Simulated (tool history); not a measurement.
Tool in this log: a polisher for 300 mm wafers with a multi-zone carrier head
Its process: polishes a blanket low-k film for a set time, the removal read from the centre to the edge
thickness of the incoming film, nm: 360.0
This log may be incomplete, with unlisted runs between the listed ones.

| run | hour | flow of slurry (ml/min) | pressure of the head's centre zone | pressure of the head's middle zone | pressure of the head's edge zone | abrasive content of the slurry | polishing time (s) | film removed at the wafer's centre (angstrom) | film removed at mid-radius (angstrom) | film removed at the wafer's edge (angstrom) |
|---|---|---|---|---|---|---|---|---|---|---|
| 1 | 0.0 | 200 | 1.00 | 1.00 | 1.00 | 1.00 | 46 | 178.24 | 184.03 | 188.36 |
| 2 | 1.9 | 200 | 1.00 | 0.96 | 1.00 | 1.00 | 46 | 177.82 | 179.03 | 186.16 |
| 3 | 3.8 | 205 | 1.01 | 1.00 | 1.03 | 1.15 | 48 | 202.06 | 204.81 | 212.18 |
| 4 | 6.7 | 210 | 1.01 | 1.03 | 1.06 | 1.25 | 50 | 219.22 | 228.59 | 233.91 |
| 5 | 11.2 | 215 | 1.02 | 1.05 | 1.08 | 1.30 | 52 | 235.38 | 245.15 | 246.18 |
| 6 | 19.2 | 215 | 1.02 | 1.05 | 1.08 | 1.30 | 58 | 264.79 | 272.30 | 275.71 |

For run 7, what comes out?
| 7 | 21.4 | 220 | 1.02 | 1.06 | 1.10 | 1.35 | 58 | ? | ? | ? |

film removed at the wafer's centre (angstrom): 266.18
film removed at mid-radius (angstrom): 283.88
film removed at the wafer's edge (angstrom): 281.25

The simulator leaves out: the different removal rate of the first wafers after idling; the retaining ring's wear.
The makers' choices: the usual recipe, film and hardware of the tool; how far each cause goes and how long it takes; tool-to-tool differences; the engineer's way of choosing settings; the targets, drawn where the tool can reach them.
